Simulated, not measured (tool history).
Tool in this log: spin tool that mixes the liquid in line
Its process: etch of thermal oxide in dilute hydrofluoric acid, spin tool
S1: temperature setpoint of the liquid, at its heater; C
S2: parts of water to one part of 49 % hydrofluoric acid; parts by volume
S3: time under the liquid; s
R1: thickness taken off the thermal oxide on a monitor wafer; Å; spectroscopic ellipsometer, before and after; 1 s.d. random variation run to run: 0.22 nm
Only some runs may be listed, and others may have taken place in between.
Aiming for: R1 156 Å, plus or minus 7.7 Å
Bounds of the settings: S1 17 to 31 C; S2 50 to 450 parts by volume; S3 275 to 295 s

run	hour	S1	S2	S3	R1
1	0	23	250	275	43.895
2	7.1	24.5	195	275	62.186
3	9.6	27.5	195	275	68.418
4	17.8	24	195	275	60.233
5	25.4	22.5	195	275	58.368
6	32.5	24	155	275	79.202
7	34.9	25	130	275	104.06
# hour 43.8: hydrofluoric acid flow meter replaced
8	43.8	26	120	275	106.73

Next run, 4 choices. One meets every target within its allowed miss, the rest don't. Which?
A	52.7	26	90	295	?
B	52.7	26.5	100	295	?
C	52.7	26	205	275	?
D	52.7	27	105	295	?

move	R1
A	156.64
B	141.88
C	55.81
D	136.86
A: each result inside its tolerance
B: nearer than the last run, and not there yet
C: its largest miss is bigger than the last run's
D: nearer than the last run, and not there yet
A meets every target.
